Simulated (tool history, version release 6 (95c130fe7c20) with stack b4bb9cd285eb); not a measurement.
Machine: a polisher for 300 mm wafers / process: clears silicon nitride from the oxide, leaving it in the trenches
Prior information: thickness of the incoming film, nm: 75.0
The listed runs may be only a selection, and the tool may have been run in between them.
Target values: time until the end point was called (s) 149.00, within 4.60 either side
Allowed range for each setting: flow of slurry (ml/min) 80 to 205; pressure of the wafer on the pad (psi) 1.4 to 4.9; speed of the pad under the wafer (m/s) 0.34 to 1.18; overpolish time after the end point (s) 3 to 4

| run | hour | flow of slurry (ml/min) | pressure of the wafer on the pad (psi) | speed of the pad under the wafer (m/s) | overpolish time after the end point (s) | time until the end point was called (s) |
|---|---|---|---|---|---|---|
| 1 | 0.0 | 135 | 3.1 | 0.76 | 4 | 111.02 |
| 2 | 7.5 | 145 | 3.1 | 0.76 | 4 | 109.88 |
| 3 | 10.8 | 145 | 3.1 | 0.76 | 3 | 110.06 |
| 4 | 17.3 | 140 | 2.9 | 0.76 | 3 | 119.24 |
| 5 | 23.7 | 160 | 2.9 | 0.76 | 3 | 116.51 |
| 6 | 25.1 | 160 | 2.8 | 0.76 | 3 | 118.73 |
| 7 | 27.7 | 155 | 2.7 | 0.76 | 3 | 124.91 |
| 8 | 34.4 | 155 | 2.7 | 0.76 | 3 | 124.80 |
| 9 | 40.2 | 150 | 2.6 | 0.76 | 3 | 130.75 |
| 10 | 48.8 | 145 | 2.5 | 0.76 | 3 | 134.48 |

Exactly one of the 5 candidate moves below puts every result within its allowed miss. Which one?
| A | 57.4 | 140 | 2.6 | 0.70 | 3 | ? |
| B | 57.4 | 140 | 2.0 | 0.96 | 4 | ? |
| C | 57.4 | 165 | 2.6 | 0.58 | 4 | ? |
| D | 57.4 | 170 | 2.5 | 0.66 | 3 | ? |
| E | 57.4 | 125 | 2.6 | 0.74 | 4 | ? |

| move | time until the end point was called (s) |
|---|---|
| A | 140.33 |
| B | 136.29 |
| C | 160.93 |
| D | 148.93 |
| E | 136.25 |
A: closer than the last run, but not yet in spec
B: closer than the last run, but not yet in spec
C: carries the result that was furthest off beyond its target, to the other side
D: meets every target
E: closer than the last run, but not yet in spec
The move that meets every target is D.
